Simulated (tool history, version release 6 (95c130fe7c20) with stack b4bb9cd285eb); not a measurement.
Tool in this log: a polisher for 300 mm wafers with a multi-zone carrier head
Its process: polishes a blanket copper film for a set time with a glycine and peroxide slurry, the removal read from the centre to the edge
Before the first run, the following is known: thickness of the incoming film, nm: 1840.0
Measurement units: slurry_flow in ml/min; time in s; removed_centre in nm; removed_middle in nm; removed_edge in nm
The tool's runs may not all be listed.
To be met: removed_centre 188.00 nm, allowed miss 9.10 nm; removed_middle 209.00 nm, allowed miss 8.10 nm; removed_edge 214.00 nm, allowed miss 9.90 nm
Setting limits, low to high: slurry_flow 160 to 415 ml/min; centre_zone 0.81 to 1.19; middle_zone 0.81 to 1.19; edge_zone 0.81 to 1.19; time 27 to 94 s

| run | hour | slurry_flow | centre_zone | middle_zone | edge_zone | time | removed_centre | removed_middle | removed_edge |
|---|---|---|---|---|---|---|---|---|---|
| 1 | 0.0 | 265 | 1.00 | 1.00 | 1.00 | 60 | 253.65 | 244.75 | 256.09 |
| 2 | 3.6 | 265 | 1.04 | 1.00 | 1.00 | 60 | 254.76 | 247.94 | 257.50 |
| 3 | 11.1 | 265 | 1.04 | 0.91 | 1.00 | 60 | 268.57 | 233.10 | 256.07 |
| 4 | 18.1 | 265 | 1.04 | 0.91 | 0.93 | 60 | 259.91 | 230.02 | 245.14 |
| 5 | 25.1 | 265 | 1.04 | 0.91 | 0.88 | 60 | 258.23 | 234.17 | 239.52 |
| 6 | 30.1 | 265 | 1.04 | 0.91 | 0.88 | 49 | 213.96 | 191.55 | 196.18 |
| 7 | 38.8 | 265 | 1.01 | 0.93 | 0.89 | 49 | 206.50 | 195.10 | 202.29 |
| 8 | 45.2 | 265 | 0.99 | 0.94 | 0.89 | 49 | 204.66 | 195.79 | 198.09 |
| 9 | 49.2 | 245 | 0.89 | 0.99 | 0.99 | 52 | 200.27 | 213.25 | 224.65 |

Next run, 5 choices. One meets every target within its allowed miss, the rest don't. Which?
| A | 53.2 | 255 | 0.82 | 0.94 | 1.06 | 53 | ? | ? | ? |
| B | 53.2 | 165 | 0.85 | 0.97 | 0.93 | 53 | ? | ? | ? |
| C | 53.2 | 230 | 0.96 | 1.05 | 0.97 | 53 | ? | ? | ? |
| D | 53.2 | 235 | 0.98 | 0.95 | 1.04 | 52 | ? | ? | ? |
| E | 53.2 | 340 | 0.81 | 1.06 | 0.83 | 53 | ? | ? | ? |

| move | removed_centre | removed_middle | removed_edge |
|---|---|---|---|
| A | 191.10 | 206.78 | 234.24 |
| B | 190.17 | 204.46 | 214.84 |
| C | 216.11 | 220.13 | 222.88 |
| D | 215.98 | 202.92 | 226.67 |
| E | 193.36 | 227.58 | 211.67 |
A: corrects the largest miss of the last run, while another result sits out of spec
B: in spec on every target
C: misses by more than the last run did
D: misses by more than the last run did
E: corrects the largest miss of the last run, while another result sits out of spec
Go with B: it meets all targets.

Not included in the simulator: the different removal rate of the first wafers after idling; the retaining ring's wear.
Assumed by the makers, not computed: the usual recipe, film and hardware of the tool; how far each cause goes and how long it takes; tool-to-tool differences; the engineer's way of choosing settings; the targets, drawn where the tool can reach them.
